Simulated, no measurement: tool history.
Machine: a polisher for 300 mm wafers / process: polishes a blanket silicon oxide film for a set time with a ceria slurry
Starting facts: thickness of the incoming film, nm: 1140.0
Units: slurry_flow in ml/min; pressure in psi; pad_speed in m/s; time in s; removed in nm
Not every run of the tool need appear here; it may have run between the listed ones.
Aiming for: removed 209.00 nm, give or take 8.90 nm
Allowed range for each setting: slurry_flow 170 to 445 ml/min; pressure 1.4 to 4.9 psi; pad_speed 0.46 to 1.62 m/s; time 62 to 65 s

run 1 day=0.000 | slurry_flow=285 pressure=3.1 pad_speed=1.04 time=62 | removed=263.16
run 2 day=0.367 | slurry_flow=285 pressure=2.9 pad_speed=1.04 time=62 | removed=242.65
run 3 day=0.662 | slurry_flow=285 pressure=2.8 pad_speed=1.04 time=62 | removed=236.80
run 4 day=0.796 | slurry_flow=285 pressure=2.8 pad_speed=1.04 time=65 | removed=248.30
run 5 day=0.954 | slurry_flow=285 pressure=2.8 pad_speed=1.04 time=65 | removed=249.19
run 6 day=1.283 | slurry_flow=285 pressure=2.7 pad_speed=1.04 time=65 | removed=236.67
run 7 day=1.521 | slurry_flow=285 pressure=2.6 pad_speed=1.04 time=65 | removed=232.51
run 8 day=1.654 | slurry_flow=285 pressure=2.5 pad_speed=1.04 time=65 | removed=228.90

Which of these 5 next moves meets every target?
run A day=1.788 | slurry_flow=255 pressure=2.3 pad_speed=1.08 time=65 | removed=?
run B day=1.788 | slurry_flow=285 pressure=1.9 pad_speed=1.18 time=63 | removed=?
run C day=1.788 | slurry_flow=255 pressure=2.5 pad_speed=0.74 time=65 | removed=?
run D day=1.788 | slurry_flow=275 pressure=2.7 pad_speed=0.98 time=65 | removed=?
run E day=1.788 | slurry_flow=310 pressure=1.9 pad_speed=1.16 time=65 | removed=?

move=A removed=202.79
move=B removed=175.50
move=C removed=175.79
move=D removed=224.63
move=E removed=180.55
A: every result within its allowed miss
B: takes the biggest miss from the last run beyond its target
C: takes the biggest miss from the last run beyond its target
D: an improvement on the last run, though not all results are within tolerance
E: takes the biggest miss from the last run beyond its target
Move A is the one to make.
